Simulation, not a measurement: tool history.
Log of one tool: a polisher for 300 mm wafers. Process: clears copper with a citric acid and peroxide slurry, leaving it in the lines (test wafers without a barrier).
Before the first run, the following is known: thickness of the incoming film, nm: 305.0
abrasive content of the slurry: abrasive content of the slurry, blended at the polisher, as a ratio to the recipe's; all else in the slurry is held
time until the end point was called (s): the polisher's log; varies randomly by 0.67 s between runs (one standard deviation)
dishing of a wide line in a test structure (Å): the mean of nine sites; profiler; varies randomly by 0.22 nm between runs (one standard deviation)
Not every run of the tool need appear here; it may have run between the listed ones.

| run | hour | flow of slurry (ml/min) | pressure of the wafer on the pad (psi) | speed of the pad under the wafer (m/s) | abrasive content of the slurry | overpolish time after the end point (s) | time until the end point was called (s) | dishing of a wide line in a test structure (Å) |
|---|---|---|---|---|---|---|---|---|
| 1 | 0.0 | 270 | 3.9 | 1.32 | 1.00 | 21 | 73.891 | 571.00 |
| 2 | 4.6 | 270 | 3.9 | 1.10 | 1.00 | 21 | 88.382 | 477.11 |
| 3 | 7.1 | 270 | 3.9 | 1.10 | 1.00 | 28 | 88.928 | 610.92 |
| 4 | 10.2 | 270 | 4.7 | 1.10 | 1.00 | 28 | 79.284 | 658.16 |
| 5 | 11.7 | 280 | 5.1 | 0.96 | 1.05 | 22 | 84.867 | 534.89 |
| 6 | 15.8 | 245 | 4.2 | 1.14 | 0.90 | 17 | 85.049 | 423.16 |

Run 7 comes next. What will it give?
| 7 | 22.3 | 245 | 4.2 | 1.14 | 0.90 | 17 | ? | ? |

{"run 7": {"time until the end point was called (s)": 83.998, "dishing of a wide line in a test structure (Å)": 419.43}}
